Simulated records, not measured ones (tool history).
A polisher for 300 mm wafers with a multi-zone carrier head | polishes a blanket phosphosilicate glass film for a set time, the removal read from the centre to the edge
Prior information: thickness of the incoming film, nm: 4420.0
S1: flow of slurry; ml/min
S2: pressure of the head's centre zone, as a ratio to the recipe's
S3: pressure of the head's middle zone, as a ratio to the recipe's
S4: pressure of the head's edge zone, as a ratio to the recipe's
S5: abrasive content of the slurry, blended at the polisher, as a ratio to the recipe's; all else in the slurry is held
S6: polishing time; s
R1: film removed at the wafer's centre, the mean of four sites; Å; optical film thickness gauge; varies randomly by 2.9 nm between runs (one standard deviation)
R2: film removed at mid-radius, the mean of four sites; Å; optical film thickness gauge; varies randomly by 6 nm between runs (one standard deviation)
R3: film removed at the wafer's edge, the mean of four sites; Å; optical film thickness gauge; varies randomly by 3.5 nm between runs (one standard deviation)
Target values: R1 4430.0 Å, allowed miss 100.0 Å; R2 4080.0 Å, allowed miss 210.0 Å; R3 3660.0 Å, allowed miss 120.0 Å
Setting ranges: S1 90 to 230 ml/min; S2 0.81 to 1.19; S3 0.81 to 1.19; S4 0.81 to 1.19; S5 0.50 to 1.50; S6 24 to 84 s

| run | hour | S1 | S2 | S3 | S4 | S5 | S6 | R1 | R2 | R3 |
|---|---|---|---|---|---|---|---|---|---|---|
| 1 | 0.0 | 150 | 1.00 | 1.00 | 1.00 | 1.00 | 54 | 5518.0 | 5457.6 | 5404.4 |
| 2 | 3.9 | 150 | 1.02 | 1.00 | 0.95 | 0.85 | 53 | 5188.1 | 4940.8 | 4981.2 |
| 3 | 9.2 | 155 | 1.05 | 1.04 | 0.91 | 0.75 | 50 | 4822.6 | 4740.6 | 4424.8 |
| 4 | 11.3 | 150 | 1.08 | 1.04 | 0.88 | 0.70 | 50 | 4834.4 | 4514.1 | 4242.5 |
| 5 | 17.3 | 170 | 1.08 | 1.04 | 0.88 | 0.70 | 50 | 4955.9 | 4600.7 | 4313.4 |
| 6 | 22.8 | 160 | 1.09 | 1.05 | 0.86 | 0.65 | 50 | 4875.4 | 4566.5 | 4061.4 |
| 7 | 27.9 | 145 | 1.09 | 1.04 | 0.85 | 0.65 | 50 | 4770.3 | 4358.3 | 4011.2 |
| 8 | 30.0 | 135 | 1.09 | 1.04 | 0.84 | 0.65 | 50 | 4758.8 | 4412.5 | 3953.5 |

Exercise: of the 5 proposed moves below, exactly one satisfies all targets within the stated allowed misses. Which move is it?
| A | 32.1 | 130 | 1.16 | 0.89 | 0.87 | 0.60 | 52 | ? | ? | ? |
| B | 32.1 | 120 | 1.11 | 1.05 | 0.82 | 0.55 | 50 | ? | ? | ? |
| C | 32.1 | 150 | 1.00 | 0.94 | 0.99 | 0.75 | 48 | ? | ? | ? |
| D | 32.1 | 160 | 0.99 | 0.89 | 0.99 | 0.95 | 43 | ? | ? | ? |
| E | 32.1 | 130 | 0.97 | 1.03 | 0.91 | 0.65 | 51 | ? | ? | ? |

| move | R1 | R2 | R3 |
|---|---|---|---|
| A | 5049.9 | 3935.1 | 4118.2 |
| B | 4456.5 | 4173.7 | 3717.2 |
| C | 4433.0 | 4188.8 | 4389.0 |
| D | 4301.7 | 3920.9 | 4291.9 |
| E | 4255.3 | 4487.7 | 4219.8 |
A: misses by more than the last run did
B: every result within its allowed miss
C: the furthest-off result lands on target, but another misses its tolerance
D: moves the result that the last run missed by most past its target, out the other side
E: moves the result that the last run missed by most past its target, out the other side
B meets every target.
